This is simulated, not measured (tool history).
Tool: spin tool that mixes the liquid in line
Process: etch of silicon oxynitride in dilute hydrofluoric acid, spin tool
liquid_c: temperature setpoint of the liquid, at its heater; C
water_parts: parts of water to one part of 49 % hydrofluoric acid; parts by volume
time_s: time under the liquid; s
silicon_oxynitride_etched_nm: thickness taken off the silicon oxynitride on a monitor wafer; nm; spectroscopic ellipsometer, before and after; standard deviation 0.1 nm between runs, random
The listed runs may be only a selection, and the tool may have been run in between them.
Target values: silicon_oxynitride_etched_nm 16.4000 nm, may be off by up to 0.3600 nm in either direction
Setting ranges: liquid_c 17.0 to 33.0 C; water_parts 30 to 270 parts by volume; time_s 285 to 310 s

run  hour  liquid_c  water_parts  time_s  silicon_oxynitride_etched_nm
  1   0.0      25.0          150     285                        6.1892
  2   7.7      25.0          150     310                        6.7484
  3   8.5      23.5          150     310                        6.3658
  4  17.0      25.5          135     310                        7.7583
  5  20.0      25.5          135     285                        7.1442
  6  27.5      27.0          125     285                        8.3462
  7  28.8      28.0          115     285                        9.5470
  8  34.7      29.0          110     285                       10.5320
  9  35.6      30.0          105     285                       11.6550
 10  41.5      33.0           75     285                       19.0660
 11  48.6      33.0           75     285                       19.3110
 12  52.9      32.5           75     285                       18.8640
 13  54.2      32.0           75     285                       18.2180
 14  59.7      31.5           75     285                       17.9180
 15  61.5      31.0           75     285                       17.5260

4 next moves are on the table. One of them brings every result within its allowed miss. Which?
  A  63.3      32.5           85     285                             ?
  B  63.3      32.5           95     310                             ?
  C  63.3      31.5           85     285                             ?
  D  63.3      32.0           90     300                             ?

move  silicon_oxynitride_etched_nm
   A                       16.4580
   B                       15.8390
   C                       15.7410
   D                       15.9140
A: all results in spec
B: the result that was furthest off in the last run now lies on the other side of its target
C: the result that was furthest off in the last run now lies on the other side of its target
D: the result that was furthest off in the last run now lies on the other side of its target
The move that meets every target is A.

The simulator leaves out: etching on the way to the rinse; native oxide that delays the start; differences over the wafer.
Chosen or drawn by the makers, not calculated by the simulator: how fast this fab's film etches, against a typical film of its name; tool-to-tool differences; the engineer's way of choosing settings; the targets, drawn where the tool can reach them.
